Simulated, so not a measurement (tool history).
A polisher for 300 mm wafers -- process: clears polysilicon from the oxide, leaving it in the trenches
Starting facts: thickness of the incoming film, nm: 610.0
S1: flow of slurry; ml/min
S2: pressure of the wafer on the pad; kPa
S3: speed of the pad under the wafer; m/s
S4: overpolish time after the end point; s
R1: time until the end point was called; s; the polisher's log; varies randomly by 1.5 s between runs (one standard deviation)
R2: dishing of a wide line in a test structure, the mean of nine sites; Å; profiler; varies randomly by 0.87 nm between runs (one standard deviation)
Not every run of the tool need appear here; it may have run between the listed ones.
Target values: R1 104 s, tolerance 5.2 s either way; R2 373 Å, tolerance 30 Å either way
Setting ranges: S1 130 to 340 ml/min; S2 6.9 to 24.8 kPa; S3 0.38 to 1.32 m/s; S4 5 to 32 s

| run | day | S1 | S2 | S3 | S4 | R1 | R2 |
|---|---|---|---|---|---|---|---|
| 1 | 0 | 220 | 15.9 | 0.84 | 16 | 64.437 | 404.21 |
| 2 | 0.321 | 220 | 15.2 | 0.84 | 16 | 67.988 | 397.36 |
| 3 | 0.529 | 220 | 14.5 | 0.84 | 16 | 71.874 | 379.91 |
| 4 | 0.688 | 220 | 14.5 | 0.84 | 11 | 73.143 | 363.5 |
| 5 | 0.738 | 220 | 14.5 | 0.94 | 11 | 63.034 | 365.62 |
| 6 | 1.058 | 220 | 13.8 | 0.94 | 12 | 67.12 | 389.93 |
| 7 | 1.308 | 220 | 13.1 | 0.94 | 12 | 71.54 | 375.01 |
| 8 | 1.471 | 220 | 12.4 | 0.94 | 12 | 74.302 | 363.5 |
| 9 | 1.692 | 220 | 12.4 | 0.94 | 12 | 76.044 | 367.59 |
| 10 | 1.812 | 220 | 11.7 | 0.94 | 13 | 76.74 | 376.24 |
| 11 | 2.079 | 220 | 11 | 0.94 | 13 | 85.201 | 378.43 |
| 12 | 2.167 | 220 | 8.3 | 0.92 | 12 | 113 | 329.91 |
| 13 | 2.496 | 220 | 8.3 | 0.92 | 13 | 113.08 | 331.71 |
| 14 | 2.542 | 220 | 8.3 | 0.92 | 14 | 113.38 | 347.69 |

Which of these 5 next moves meets every target?
| A | 2.588 | 235 | 9 | 0.92 | 17 | ? | ? |
| B | 2.588 | 225 | 7.6 | 0.96 | 13 | ? | ? |
| C | 2.588 | 205 | 9.7 | 0.76 | 13 | ? | ? |
| D | 2.588 | 230 | 7.6 | 0.9 | 19 | ? | ? |
| E | 2.588 | 250 | 8.3 | 0.88 | 12 | ? | ? |

| move | R1 | R2 |
|---|---|---|
| A | 103.25 | 381.77 |
| B | 116.43 | 335.55 |
| C | 117.28 | 334.54 |
| D | 123.73 | 374.73 |
| E | 115.66 | 325.2 |
A: meets every target
B: its largest miss is bigger than the last run's
C: its largest miss is bigger than the last run's
D: its largest miss is bigger than the last run's
E: its largest miss is bigger than the last run's
The move that meets every target is A.

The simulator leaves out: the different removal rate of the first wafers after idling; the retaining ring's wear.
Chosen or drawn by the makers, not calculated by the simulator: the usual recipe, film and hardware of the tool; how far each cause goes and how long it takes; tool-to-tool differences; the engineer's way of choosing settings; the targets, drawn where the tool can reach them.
